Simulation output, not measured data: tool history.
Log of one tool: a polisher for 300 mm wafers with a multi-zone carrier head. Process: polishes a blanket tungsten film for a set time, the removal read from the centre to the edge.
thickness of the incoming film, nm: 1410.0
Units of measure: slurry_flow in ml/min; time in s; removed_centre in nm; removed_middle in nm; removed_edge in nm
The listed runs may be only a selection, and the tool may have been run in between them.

run  hour  slurry_flow  centre_zone  middle_zone  edge_zone  slurry_solids  time  removed_centre  removed_middle  removed_edge
  1   0.0          295         1.00         1.00       1.00           1.00    63          382.16          374.16        366.15
  2   2.9          295         0.99         1.00       0.96           0.85    61          351.58          350.68        333.20
  3   6.4          290         0.98         0.99       0.93           0.75    60          328.94          330.06        318.36
  4  10.3          290         0.99         0.99       0.90           0.70    59          324.09          322.98        303.19
  5  11.0          290         0.99         0.99       0.98           0.70    59          321.84          326.13        311.92
  6  16.7          285         0.99         0.99       0.95           0.65    58          312.95          309.73        296.25
  7  24.7          275         0.99         0.99       0.93           0.60    58          305.48          303.55        290.12
  8  26.4          265         0.99         1.00       0.91           0.55    58          300.48          301.20        275.16

Run 9, settings as shown, results not yet in. Your forecast:
  9  32.2          255         0.98         1.00       0.91           0.55    58               ?               ?             ?

{"run 9": {"removed_centre": 298.99, "removed_middle": 295.92, "removed_edge": 276.55}}

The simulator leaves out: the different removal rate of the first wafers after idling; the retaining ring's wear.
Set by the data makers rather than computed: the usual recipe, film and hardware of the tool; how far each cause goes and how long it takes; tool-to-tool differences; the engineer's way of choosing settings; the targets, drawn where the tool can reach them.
